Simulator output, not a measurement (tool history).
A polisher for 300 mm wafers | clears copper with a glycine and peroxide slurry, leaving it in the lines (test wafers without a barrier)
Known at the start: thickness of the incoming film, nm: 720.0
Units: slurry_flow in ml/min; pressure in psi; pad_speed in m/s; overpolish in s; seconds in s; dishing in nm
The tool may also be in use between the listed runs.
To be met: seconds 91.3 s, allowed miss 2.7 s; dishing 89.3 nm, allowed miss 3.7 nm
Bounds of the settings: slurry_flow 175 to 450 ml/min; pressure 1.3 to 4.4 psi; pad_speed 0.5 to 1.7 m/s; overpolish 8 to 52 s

run,hour,slurry_flow,pressure,pad_speed,overpolish,seconds,dishing
1,0,290,2.8,1.1,26,115.22,98.451
2,2.2,290,2.9,1.1,25,110.62,94.615
3,5.9,290,3,1.1,24,107.2,93.94
4,7.5,290,3,1.36,24,90.614,108.87
5,12.3,340,3,1.36,24,88.26,109.49
6,19.8,340,3,1.36,23,89.082,108.77
7,28.1,340,3,1.36,22,90.156,104.67
8,36.3,340,2.9,1.38,16,90.213,79.595
9,41.2,340,2.9,1.36,20,90.768,91.47
10,43.7,340,2.9,1.34,20,92.818,92.182

4 next moves are on the table. One of them brings every result within its allowed miss. Which?
A,46.2,415,2.7,1.38,22,?,?
B,46.2,360,2.6,1.52,19,?,?
C,46.2,435,2.9,1.34,16,?,?
D,46.2,350,2.9,1.4,21,?,?

move,seconds,dishing
A,93.423,97.299
B,89.542,89.536
C,90.116,78.908
D,88.143,98.687
A: further off than the last run
B: meets every target
C: takes the result that was furthest off past its target
D: further off than the last run
Move B is the one to make.
